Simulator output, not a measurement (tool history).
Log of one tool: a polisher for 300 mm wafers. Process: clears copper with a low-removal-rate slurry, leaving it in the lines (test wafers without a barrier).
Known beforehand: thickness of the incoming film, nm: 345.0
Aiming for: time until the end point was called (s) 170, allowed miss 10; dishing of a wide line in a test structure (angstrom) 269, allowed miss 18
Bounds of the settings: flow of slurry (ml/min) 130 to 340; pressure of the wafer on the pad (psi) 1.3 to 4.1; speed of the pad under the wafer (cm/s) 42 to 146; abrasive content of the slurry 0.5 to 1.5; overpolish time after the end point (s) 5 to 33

run	hour	flow of slurry (ml/min)	pressure of the wafer on the pad (psi)	speed of the pad under the wafer (cm/s)	abrasive content of the slurry	overpolish time after the end point (s)	time until the end point was called (s)	dishing of a wide line in a test structure (angstrom)
1	0	220	2.7	94	1	17	109.76	336.52
2	8.2	220	2.4	92	1	18	123.79	323.25
3	11	220	2.1	92	1	18	139.56	277.52
4	13.7	220	2	90	1	19	153.55	281.26
5	17.9	220	2	90	1	14	147.55	208.47
6	20.5	220	1.9	88	1	16	161.09	230.55
7	23	220	1.9	88	1	17	159.15	241.17
8	25.9	220	1.9	88	1	18	162.78	243.86

Exactly one of the 5 candidate moves below puts every result within its allowed miss. Which one?
A	28.8	230	1.7	94	0.85	15	?	?
B	28.8	255	1.7	90	1	21	?	?
C	28.8	220	1.5	112	1.05	16	?	?
D	28.8	170	1.7	96	0.75	18	?	?
E	28.8	215	2	84	1	24	?	?

move	time until the end point was called (s)	dishing of a wide line in a test structure (angstrom)
A	172.93	196.63
B	172.53	261.28
C	157.59	223.1
D	179.13	222.93
E	160.4	311.92
A: further off than the last run
B: every result within its allowed miss
C: further off than the last run
D: further off than the last run
E: pushes the last run's worst result past its target
The right move is B.
